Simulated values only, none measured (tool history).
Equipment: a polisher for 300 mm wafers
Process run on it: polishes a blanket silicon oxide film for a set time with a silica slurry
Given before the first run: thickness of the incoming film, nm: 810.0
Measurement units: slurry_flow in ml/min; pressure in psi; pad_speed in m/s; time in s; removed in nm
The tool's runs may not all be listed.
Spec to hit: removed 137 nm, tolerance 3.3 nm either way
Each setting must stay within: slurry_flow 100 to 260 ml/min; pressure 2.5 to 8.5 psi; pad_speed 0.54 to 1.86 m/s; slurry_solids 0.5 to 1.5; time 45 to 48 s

run,hour,slurry_flow,pressure,pad_speed,slurry_solids,time,removed
1,0,165,5.5,1.18,1,45,235.5
2,3.6,160,5.1,1.18,1,45,217.29
3,8.1,155,4.8,1.18,1,45,202.38
4,12.4,150,4.6,1.18,1,45,194.43
5,13.8,180,4.6,1.18,1,45,200.79
6,20.2,145,4.6,1.18,1,45,193.1
7,28,140,4.4,1.18,1,45,188.81
8,30.4,140,4.2,1.18,1,45,178.02
9,37.9,135,4,1.18,1,45,169.74
10,44.3,135,3.9,1.18,1,45,163.32
11,52.3,130,3.8,1.18,1,45,159.16
12,57.8,110,2.9,1.18,1,45,121.6
13,64.1,120,2.9,1.18,1,45,124.49
14,67.7,125,2.9,1.18,1,45,127.2

Next run, 5 choices. One meets every target within its allowed miss, the rest don't. Which?
A,71.3,130,3,1.16,1,48,?
B,71.3,115,3,1.32,0.95,47,?
C,71.3,100,2.9,1.22,0.95,47,?
D,71.3,140,2.7,1.14,1,47,?
E,71.3,100,3.4,0.92,1.05,45,?

move,removed
A,137.67
B,143.18
C,126.85
D,122.84
E,115.98
A: in spec on every target
B: pushes the last run's worst result past its target
C: no better and no worse than the last run
D: moves away from the targets compared with the last run
E: moves away from the targets compared with the last run
The move that meets every target is A.

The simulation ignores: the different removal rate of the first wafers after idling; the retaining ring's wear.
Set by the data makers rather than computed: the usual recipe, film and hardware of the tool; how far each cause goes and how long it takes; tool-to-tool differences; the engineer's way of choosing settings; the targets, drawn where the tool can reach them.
